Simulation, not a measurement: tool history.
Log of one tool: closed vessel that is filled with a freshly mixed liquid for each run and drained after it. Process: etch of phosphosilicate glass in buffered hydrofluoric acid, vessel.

| run | hour | temperature setpoint of the liquid (°C) | parts of 40 % ammonium fluoride to one part of 49 % hydrofluoric acid (parts by volume) | time in the liquid (s) | thickness taken off the phosphosilicate glass on a monitor wafer (nm) |
|---|---|---|---|---|---|
| 1 | 0.0 | 22 | 22.5 | 100 | 361.00 |
| 2 | 5.0 | 24 | 22.5 | 100 | 401.95 |
| 3 | 8.8 | 21 | 22.5 | 100 | 337.29 |
| 4 | 11.0 | 23 | 22.5 | 100 | 384.35 |
| 5 | 18.4 | 23 | 22.5 | 100 | 375.95 |
| 6 | 22.8 | 25 | 22.5 | 100 | 417.41 |

Forecast run 7:
|  | 31.7 | hydrofluoric acid flow meter replaced |
| 7 | 31.7 | 29 | 22.0 | 100 | ? |

{"run 7": {"thickness taken off the phosphosilicate glass on a monitor wafer (nm)": 566.18}}

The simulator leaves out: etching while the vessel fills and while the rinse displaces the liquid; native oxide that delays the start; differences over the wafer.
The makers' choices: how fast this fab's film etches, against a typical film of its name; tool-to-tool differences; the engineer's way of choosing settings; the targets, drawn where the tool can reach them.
